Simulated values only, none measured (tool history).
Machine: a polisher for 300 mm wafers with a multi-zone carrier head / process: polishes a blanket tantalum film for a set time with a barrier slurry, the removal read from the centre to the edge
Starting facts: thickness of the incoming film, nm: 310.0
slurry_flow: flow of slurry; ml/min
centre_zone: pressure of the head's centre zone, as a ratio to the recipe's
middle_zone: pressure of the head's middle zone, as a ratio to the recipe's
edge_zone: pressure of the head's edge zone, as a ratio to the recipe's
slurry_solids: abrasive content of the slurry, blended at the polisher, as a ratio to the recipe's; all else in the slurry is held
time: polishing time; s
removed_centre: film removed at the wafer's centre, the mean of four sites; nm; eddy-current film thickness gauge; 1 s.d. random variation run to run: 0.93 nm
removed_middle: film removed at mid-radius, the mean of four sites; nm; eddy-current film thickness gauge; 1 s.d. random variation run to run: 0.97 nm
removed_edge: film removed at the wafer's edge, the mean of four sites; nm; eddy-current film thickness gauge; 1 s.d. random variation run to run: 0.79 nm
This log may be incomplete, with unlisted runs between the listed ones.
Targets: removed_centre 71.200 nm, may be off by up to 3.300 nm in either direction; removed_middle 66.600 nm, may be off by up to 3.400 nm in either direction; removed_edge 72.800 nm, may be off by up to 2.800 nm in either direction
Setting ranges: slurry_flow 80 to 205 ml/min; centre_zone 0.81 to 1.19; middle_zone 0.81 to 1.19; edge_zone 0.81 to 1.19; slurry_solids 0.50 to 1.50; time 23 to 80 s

run,hour,slurry_flow,centre_zone,middle_zone,edge_zone,slurry_solids,time,removed_centre,removed_middle,removed_edge
1,0.0,135,1.00,1.00,1.00,1.00,51,122.370,120.130,124.990
2,4.9,130,1.00,0.99,0.99,0.95,49,114.170,110.260,115.190
3,8.1,125,0.99,0.97,0.97,0.90,48,111.670,101.660,108.270
4,13.4,125,0.99,1.04,0.97,0.90,48,111.990,112.630,108.570
5,22.4,125,1.07,1.04,0.97,0.90,48,115.750,111.850,109.230
6,28.7,125,1.02,1.04,0.97,0.90,48,111.430,113.080,109.390
7,34.9,120,1.00,1.03,0.98,0.85,46,103.180,102.780,102.920
8,38.2,115,0.99,1.02,0.98,0.80,45,93.448,98.526,97.824

Which one of the following 5 next-run settings gets every result inside its allowed miss? There is exactly one.
A,41.5,100,1.00,1.14,0.86,0.75,36,?,?,?
B,41.5,100,1.02,0.89,1.05,0.85,29,?,?,?
C,41.5,140,0.87,1.11,0.94,1.15,47,?,?,?
D,41.5,85,0.96,0.90,0.86,0.90,37,?,?,?
E,41.5,115,0.98,1.01,1.16,0.75,63,?,?,?

move,removed_centre,removed_middle,removed_edge
A,71.979,79.540,68.872
B,61.338,54.514,63.871
C,107.880,127.120,114.020
D,71.212,67.437,72.675
E,130.220,131.180,143.580
A: better than the last run, though not everything is in spec
B: takes the biggest miss from the last run beyond its target
C: the biggest miss grows against the last run
D: all results in spec
E: the biggest miss grows against the last run
Correct choice: D, which meets every target
